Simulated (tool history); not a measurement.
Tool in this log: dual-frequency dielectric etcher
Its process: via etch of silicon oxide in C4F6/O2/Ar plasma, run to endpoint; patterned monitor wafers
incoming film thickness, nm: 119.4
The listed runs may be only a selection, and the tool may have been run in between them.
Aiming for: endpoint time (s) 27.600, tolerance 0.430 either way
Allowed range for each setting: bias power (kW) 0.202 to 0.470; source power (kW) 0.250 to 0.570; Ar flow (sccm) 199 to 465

run 1 hour=0.0 | bias_power_(kW)=0.336 source_power_(kW)=0.410 Ar_flow_(sccm)=332 | endpoint_time_(s)=30.977
run 2 hour=9.0 | bias_power_(kW)=0.367 source_power_(kW)=0.410 Ar_flow_(sccm)=332 | endpoint_time_(s)=30.247
run 3 hour=10.6 | bias_power_(kW)=0.367 source_power_(kW)=0.460 Ar_flow_(sccm)=332 | endpoint_time_(s)=28.558
run 4 hour=12.8 | bias_power_(kW)=0.373 source_power_(kW)=0.460 Ar_flow_(sccm)=332 | endpoint_time_(s)=28.529
run 5 hour=17.0 | bias_power_(kW)=0.329 source_power_(kW)=0.460 Ar_flow_(sccm)=332 | endpoint_time_(s)=29.817
-- hour=19.5 bias power generator calibrated
run 6 hour=19.5 | bias_power_(kW)=0.329 source_power_(kW)=0.460 Ar_flow_(sccm)=373 | endpoint_time_(s)=30.616
run 7 hour=23.7 | bias_power_(kW)=0.347 source_power_(kW)=0.460 Ar_flow_(sccm)=373 | endpoint_time_(s)=30.394
run 8 hour=29.7 | bias_power_(kW)=0.365 source_power_(kW)=0.460 Ar_flow_(sccm)=373 | endpoint_time_(s)=29.720
run 9 hour=37.7 | bias_power_(kW)=0.378 source_power_(kW)=0.460 Ar_flow_(sccm)=373 | endpoint_time_(s)=29.530
run 10 hour=38.9 | bias_power_(kW)=0.378 source_power_(kW)=0.460 Ar_flow_(sccm)=373 | endpoint_time_(s)=29.127

5 next moves are on the table. One of them brings every result within its allowed miss. Which?
run A hour=40.1 | bias_power_(kW)=0.411 source_power_(kW)=0.530 Ar_flow_(sccm)=366 | endpoint_time_(s)=?
run B hour=40.1 | bias_power_(kW)=0.354 source_power_(kW)=0.460 Ar_flow_(sccm)=269 | endpoint_time_(s)=?
run C hour=40.1 | bias_power_(kW)=0.408 source_power_(kW)=0.500 Ar_flow_(sccm)=380 | endpoint_time_(s)=?
run D hour=40.1 | bias_power_(kW)=0.400 source_power_(kW)=0.470 Ar_flow_(sccm)=358 | endpoint_time_(s)=?
run E hour=40.1 | bias_power_(kW)=0.397 source_power_(kW)=0.520 Ar_flow_(sccm)=326 | endpoint_time_(s)=?

move=A endpoint_time_(s)=26.824
move=B endpoint_time_(s)=28.503
move=C endpoint_time_(s)=27.702
move=D endpoint_time_(s)=28.372
move=E endpoint_time_(s)=26.881
A: takes the result that was furthest off past its target
B: closer than the last run, but not yet in spec
C: every result within its allowed miss
D: closer than the last run, but not yet in spec
E: takes the result that was furthest off past its target
Move C is the one to make.
